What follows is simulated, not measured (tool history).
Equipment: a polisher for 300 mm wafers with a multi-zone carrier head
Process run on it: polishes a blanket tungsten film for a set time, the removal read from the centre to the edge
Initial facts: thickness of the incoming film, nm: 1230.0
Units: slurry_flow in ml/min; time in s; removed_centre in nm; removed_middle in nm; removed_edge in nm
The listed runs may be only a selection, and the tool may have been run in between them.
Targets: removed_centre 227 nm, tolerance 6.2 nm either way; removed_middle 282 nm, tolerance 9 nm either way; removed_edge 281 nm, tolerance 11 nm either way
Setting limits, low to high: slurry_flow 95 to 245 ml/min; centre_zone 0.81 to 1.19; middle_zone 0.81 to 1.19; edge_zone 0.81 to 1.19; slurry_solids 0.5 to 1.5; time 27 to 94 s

run,hour,slurry_flow,centre_zone,middle_zone,edge_zone,slurry_solids,time,removed_centre,removed_middle,removed_edge
1,0,155,1,1,1,1,60,336.92,332.36,315.09
2,7.9,155,1,0.94,1,1,60,338.82,315.16,319.59
3,9.1,140,0.95,0.96,1.02,0.9,60,308.97,305.06,312.73
4,13.9,140,0.95,0.96,1.02,0.75,60,294.77,290.61,295.1
5,19.6,130,0.91,0.99,1.04,0.7,60,272.16,298.35,294.84
6,21.8,125,0.88,0.99,1.04,0.65,60,257.96,281.02,281.39
7,29.4,120,0.86,1,1.06,0.65,60,253.18,280.34,286.95
# hour 36.6: edge zone pressure recalibrated
8,36.6,115,0.85,1.02,1.07,0.65,60,245.93,291.15,298.83

4 next moves are on the table. One of them brings every result within its allowed miss. Which?
A,43.8,150,0.82,1.05,0.91,0.5,63,?,?,?
B,43.8,95,0.81,1.13,1.18,0.9,56,?,?,?
C,43.8,150,0.85,1.1,1.14,0.75,51,?,?,?
D,43.8,100,0.92,0.93,1.1,0.65,66,?,?,?

move,removed_centre,removed_middle,removed_edge
A,245.2,303.54,279.12
B,229.54,308.91,309.48
C,227.18,282.05,278.24
D,285.78,287.63,327.51
A: roughly where the last run was
B: corrects the largest miss of the last run, while another result sits out of spec
C: every result lands within tolerance
D: misses by more than the last run did
The right move is C.

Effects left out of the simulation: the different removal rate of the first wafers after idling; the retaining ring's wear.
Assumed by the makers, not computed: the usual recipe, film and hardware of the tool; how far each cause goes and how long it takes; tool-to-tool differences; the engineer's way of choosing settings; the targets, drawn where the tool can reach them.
